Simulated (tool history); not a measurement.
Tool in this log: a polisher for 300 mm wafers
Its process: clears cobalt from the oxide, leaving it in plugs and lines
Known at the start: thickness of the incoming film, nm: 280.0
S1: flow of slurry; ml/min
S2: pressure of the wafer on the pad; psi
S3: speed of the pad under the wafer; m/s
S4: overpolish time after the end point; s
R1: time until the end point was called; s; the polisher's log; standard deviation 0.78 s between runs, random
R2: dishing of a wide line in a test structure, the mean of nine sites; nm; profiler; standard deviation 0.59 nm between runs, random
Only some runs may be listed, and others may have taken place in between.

run	hour	S1	S2	S3	S4	R1	R2
1	0	150	2.4	1.14	17	37.787	36.556
2	5.2	150	2.3	1.14	16	38.755	36.634
3	11.6	150	2.3	1.14	13	38.727	35.412
4	13.6	150	2.2	1.12	12	41.176	34.351
5	17.2	170	2.2	1.12	12	40.419	34.123
6	22	170	2.2	1.12	6	41.098	26.102
7	23.3	170	2.1	1.12	6	42.96	25.259
8	27	170	2	1.12	6	45.469	23.535

Run 9, settings as shown, results not yet in. Your forecast:
9	35.9	170	2	1.1	7	?	?

R1: 45.935 s
R2: 26.875 nm
